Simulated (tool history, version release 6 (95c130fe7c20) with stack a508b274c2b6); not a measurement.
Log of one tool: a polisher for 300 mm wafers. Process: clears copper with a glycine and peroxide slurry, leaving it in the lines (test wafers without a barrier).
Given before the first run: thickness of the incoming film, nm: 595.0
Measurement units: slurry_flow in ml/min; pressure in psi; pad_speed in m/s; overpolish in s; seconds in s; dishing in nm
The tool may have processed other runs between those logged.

run 1 hour=0 | slurry_flow=320 pressure=1.8 pad_speed=1.06 overpolish=11 | seconds=168.38 dishing=16.426
run 2 hour=5.4 | slurry_flow=300 pressure=1.6 pad_speed=1.14 overpolish=10 | seconds=167.83 dishing=15.464
run 3 hour=8.1 | slurry_flow=300 pressure=1.4 pad_speed=1.14 overpolish=10 | seconds=187.95 dishing=14.802
run 4 hour=17 | slurry_flow=285 pressure=1.3 pad_speed=1.2 overpolish=9 | seconds=187.19 dishing=13.802
run 5 hour=21.4 | slurry_flow=270 pressure=1.2 pad_speed=1.26 overpolish=8 | seconds=183.3 dishing=13.07
run 6 hour=27 | slurry_flow=260 pressure=1.1 pad_speed=1.3 overpolish=7 | seconds=199.97 dishing=12.205
run 7 hour=32.3 | slurry_flow=250 pressure=1.1 pad_speed=1.36 overpolish=6 | seconds=195.12 dishing=11.167
run 8 hour=35.9 | slurry_flow=245 pressure=1.1 pad_speed=1.4 overpolish=6 | seconds=190.2 dishing=10.998
run 9 hour=40 | slurry_flow=240 pressure=1.1 pad_speed=1.42 overpolish=6 | seconds=186.98 dishing=11.397

Predict the results of run 10:
run 10 hour=46.3 | slurry_flow=230 pressure=1.1 pad_speed=1.46 overpolish=6 | seconds=? dishing=?

seconds: 188.09 s
dishing: 11.342 nm

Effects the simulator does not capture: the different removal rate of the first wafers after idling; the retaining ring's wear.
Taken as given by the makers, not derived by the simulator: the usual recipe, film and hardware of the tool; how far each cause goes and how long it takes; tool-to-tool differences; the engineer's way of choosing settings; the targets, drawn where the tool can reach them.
